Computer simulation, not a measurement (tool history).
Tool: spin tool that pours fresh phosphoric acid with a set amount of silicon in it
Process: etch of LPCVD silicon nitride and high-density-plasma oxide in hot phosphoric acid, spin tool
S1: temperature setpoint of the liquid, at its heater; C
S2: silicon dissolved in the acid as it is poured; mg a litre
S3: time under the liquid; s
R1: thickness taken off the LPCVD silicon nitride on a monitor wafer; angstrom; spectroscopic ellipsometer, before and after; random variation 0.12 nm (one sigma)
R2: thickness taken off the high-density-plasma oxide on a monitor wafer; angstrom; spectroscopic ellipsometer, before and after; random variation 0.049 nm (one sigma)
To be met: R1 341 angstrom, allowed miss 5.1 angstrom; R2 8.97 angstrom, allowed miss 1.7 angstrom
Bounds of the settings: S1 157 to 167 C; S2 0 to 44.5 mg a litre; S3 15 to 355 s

run 1 hour=0 | S1=162 S2=19.5 S3=180 | R1=184.28 R2=6.1778
run 2 hour=8.3 | S1=162 S2=8.5 S3=180 | R1=185.92 R2=8.4411
run 3 hour=13.8 | S1=162 S2=13 S3=180 | R1=185.32 R2=6.8063
run 4 hour=21.8 | S1=163.5 S2=18.5 S3=205 | R1=221.54 R2=8.1198
run 5 hour=23.3 | S1=164 S2=24 S3=225 | R1=246.88 R2=6.9339
run 6 hour=27.9 | S1=164 S2=34 S3=225 | R1=247.5 R2=5.2128
run 7 hour=36.8 | S1=164.5 S2=32.5 S3=240 | R1=267.87 R2=5.6769
run 8 hour=41.4 | S1=165 S2=30.5 S3=250 | R1=283.44 R2=6.891
run 9 hour=42.7 | S1=165.5 S2=30 S3=260 | R1=300.32 R2=7.4106

5 next moves are on the table. One of them brings every result within its allowed miss. Which?
run A hour=44 | S1=165.5 S2=32.5 S3=280 | R1=? R2=?
run B hour=44 | S1=167 S2=21.5 S3=265 | R1=? R2=?
run C hour=44 | S1=166.5 S2=17.5 S3=205 | R1=? R2=?
run D hour=44 | S1=164.5 S2=38 S3=240 | R1=? R2=?
run E hour=44 | S1=166.5 S2=30 S3=285 | R1=? R2=?

move=A R1=322.7 R2=7.8173
move=B R1=320.84 R2=12.281
move=C R1=244.16 R2=10.257
move=D R1=267.6 R2=4.7066
move=E R1=339.45 R2=9.5066
A: nearer than the last run, and not there yet
B: nearer than the last run, and not there yet
C: further off than the last run
D: further off than the last run
E: meets every target
Move E is the one to make.
